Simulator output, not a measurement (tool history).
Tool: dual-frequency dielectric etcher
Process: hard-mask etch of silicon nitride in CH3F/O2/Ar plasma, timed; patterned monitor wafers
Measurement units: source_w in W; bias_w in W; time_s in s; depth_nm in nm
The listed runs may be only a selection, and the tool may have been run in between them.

run,hour,source_w,bias_w,time_s,depth_nm
1,0.0,540,54,229.0,159.49
2,6.6,570,55,229.0,161.78
3,15.6,600,56,229.5,165.37
4,22.4,630,57,230.0,170.55
5,23.8,640,57,230.0,173.26
6,28.5,600,57,230.0,167.06
7,32.0,620,58,230.0,170.90
8,35.0,630,58,230.0,172.43

Expected results for the next run?
9,43.6,640,58,230.0,?

Run 9 gave depth_nm 172.99 nm.

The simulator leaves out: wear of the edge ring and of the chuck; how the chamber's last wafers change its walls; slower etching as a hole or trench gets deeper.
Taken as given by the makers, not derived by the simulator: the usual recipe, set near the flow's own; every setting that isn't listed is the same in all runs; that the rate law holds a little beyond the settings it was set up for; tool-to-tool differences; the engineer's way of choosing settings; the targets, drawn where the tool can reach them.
